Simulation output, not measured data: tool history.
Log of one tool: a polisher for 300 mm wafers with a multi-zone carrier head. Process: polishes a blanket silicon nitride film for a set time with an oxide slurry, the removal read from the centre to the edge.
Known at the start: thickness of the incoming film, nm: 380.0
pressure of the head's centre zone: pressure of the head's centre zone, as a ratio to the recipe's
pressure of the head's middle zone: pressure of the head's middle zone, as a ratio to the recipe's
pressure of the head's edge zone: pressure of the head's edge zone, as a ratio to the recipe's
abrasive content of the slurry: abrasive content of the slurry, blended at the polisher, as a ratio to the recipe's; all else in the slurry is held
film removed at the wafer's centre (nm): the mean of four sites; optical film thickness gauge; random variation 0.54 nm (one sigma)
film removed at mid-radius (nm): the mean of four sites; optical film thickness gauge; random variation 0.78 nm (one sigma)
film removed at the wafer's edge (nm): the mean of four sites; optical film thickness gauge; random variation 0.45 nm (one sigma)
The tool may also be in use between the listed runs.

run	hour	flow of slurry (ml/min)	pressure of the head's centre zone	pressure of the head's middle zone	pressure of the head's edge zone	abrasive content of the slurry	polishing time (s)	film removed at the wafer's centre (nm)	film removed at mid-radius (nm)	film removed at the wafer's edge (nm)
1	0.0	135	1.00	1.00	1.00	1.00	81	45.634	52.473	50.382
2	4.4	150	1.02	0.99	1.03	1.00	81	47.826	53.135	51.942
3	11.6	160	1.04	0.99	1.06	1.00	81	48.937	53.043	53.171
4	13.8	160	1.04	0.99	1.06	1.00	61	37.929	40.929	40.250
5	17.3	160	1.04	0.99	1.06	0.95	61	36.306	40.497	39.250
6	24.7	175	1.04	0.99	1.06	0.95	61	36.815	41.276	39.426
7	27.1	175	1.05	1.01	1.08	1.15	63	40.710	44.690	44.659
# hour 29.7: centre zone pressure recalibrated
8	29.7	180	1.08	1.04	1.08	1.25	65	52.275	49.221	47.319

Run 9 comes next. What will it give?
9	32.0	180	1.06	1.06	1.11	1.35	66	?	?	?

Run 9 gave film removed at the wafer's centre (nm) 51.927, film removed at mid-radius (nm) 50.583, film removed at the wafer's edge (nm) 49.709.

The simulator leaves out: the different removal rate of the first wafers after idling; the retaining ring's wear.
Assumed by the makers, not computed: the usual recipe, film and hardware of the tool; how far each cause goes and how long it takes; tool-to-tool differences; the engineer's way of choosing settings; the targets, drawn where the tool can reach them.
